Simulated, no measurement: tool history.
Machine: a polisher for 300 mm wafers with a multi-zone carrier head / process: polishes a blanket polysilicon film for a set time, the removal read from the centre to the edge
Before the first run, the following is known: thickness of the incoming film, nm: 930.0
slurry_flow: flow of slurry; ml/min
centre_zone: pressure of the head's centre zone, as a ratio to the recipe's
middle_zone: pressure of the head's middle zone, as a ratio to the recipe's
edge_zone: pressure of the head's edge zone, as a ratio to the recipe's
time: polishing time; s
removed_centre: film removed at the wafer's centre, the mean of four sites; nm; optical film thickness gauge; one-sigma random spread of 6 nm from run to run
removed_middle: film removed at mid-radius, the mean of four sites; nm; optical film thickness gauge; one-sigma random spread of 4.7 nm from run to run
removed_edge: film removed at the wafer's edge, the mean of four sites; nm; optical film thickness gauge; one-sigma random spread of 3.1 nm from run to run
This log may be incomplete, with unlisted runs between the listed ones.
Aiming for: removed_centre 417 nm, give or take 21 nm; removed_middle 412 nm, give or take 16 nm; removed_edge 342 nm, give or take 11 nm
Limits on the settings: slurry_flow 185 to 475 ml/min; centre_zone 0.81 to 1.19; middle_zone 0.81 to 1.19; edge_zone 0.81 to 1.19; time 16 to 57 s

| run | day | slurry_flow | centre_zone | middle_zone | edge_zone | time | removed_centre | removed_middle | removed_edge |
|---|---|---|---|---|---|---|---|---|---|
| 1 | 0 | 305 | 1 | 1 | 1 | 36 | 308.51 | 297.72 | 300.79 |
| 2 | 0.35 | 305 | 1 | 1 | 1.03 | 36 | 307.73 | 310.59 | 305.61 |
| 3 | 0.683 | 305 | 1 | 1 | 1.03 | 43 | 371 | 362.98 | 375.06 |
| 4 | 0.825 | 305 | 1 | 1 | 1.09 | 43 | 368.04 | 359.7 | 371.91 |
| 5 | 1.046 | 315 | 1.02 | 1.03 | 1.08 | 43 | 369.73 | 383.69 | 375.31 |
| 6 | 1.342 | 315 | 1.02 | 1.03 | 1.08 | 36 | 309.87 | 321.22 | 314.63 |
| 7 | 1.429 | 320 | 1.04 | 1.04 | 1.05 | 37 | 333.32 | 322.34 | 322 |
| 8 | 1.508 | 320 | 1.04 | 1.06 | 1.02 | 38 | 336.58 | 345.81 | 325.34 |
| 9 | 1.854 | 325 | 1.06 | 1.08 | 1.01 | 38 | 344.99 | 345.44 | 319.29 |
| 10 | 1.929 | 330 | 1.08 | 1.1 | 1.01 | 38 | 354.92 | 354.42 | 321.93 |
| 11 | 2.167 | 335 | 1.09 | 1.11 | 1.01 | 38 | 353.51 | 354.49 | 322.75 |
| 12 | 2.533 | 335 | 1.1 | 1.12 | 1 | 39 | 361.42 | 373.09 | 325.62 |
| 13 | 2.867 | 340 | 1.11 | 1.12 | 1 | 39 | 364.36 | 365.66 | 331.43 |
| 14 | 2.971 | 335 | 1.12 | 1.13 | 0.99 | 39 | 363.62 | 370.9 | 322.67 |
| 15 | 3.158 | 345 | 1.13 | 1.14 | 0.98 | 39 | 367.23 | 376.07 | 327.13 |
| 16 | 3.508 | 335 | 1.14 | 1.14 | 0.97 | 40 | 378.36 | 379.76 | 328.75 |
| 17 | 3.771 | 335 | 1.14 | 1.14 | 0.97 | 40 | 373.75 | 381.84 | 330.47 |
| 18 | 3.838 | 350 | 1.15 | 1.15 | 0.96 | 40 | 395.38 | 380.9 | 335.32 |
| 19 | 4.025 | 350 | 1.16 | 1.16 | 0.96 | 40 | 375.72 | 388.53 | 331.85 |

Exactly one of the 4 candidate moves below puts every result within its allowed miss. Which one?
| A | 4.212 | 235 | 1.19 | 1.16 | 0.86 | 44 | ? | ? | ? |
| B | 4.212 | 445 | 1 | 1.17 | 1.06 | 39 | ? | ? | ? |
| C | 4.212 | 305 | 1.19 | 1.08 | 0.95 | 41 | ? | ? | ? |
| D | 4.212 | 380 | 0.98 | 1.15 | 0.87 | 41 | ? | ? | ? |

| move | removed_centre | removed_middle | removed_edge |
|---|---|---|---|
| A | 414.58 | 418.43 | 339.07 |
| B | 342.12 | 392.69 | 344.53 |
| C | 395.92 | 375.05 | 336.88 |
| D | 350.53 | 402.71 | 327.31 |
A: all results in spec
B: lands further from the targets than the last run did
C: lands further from the targets than the last run did
D: lands further from the targets than the last run did
So the answer is move A, the one that meets all the targets.
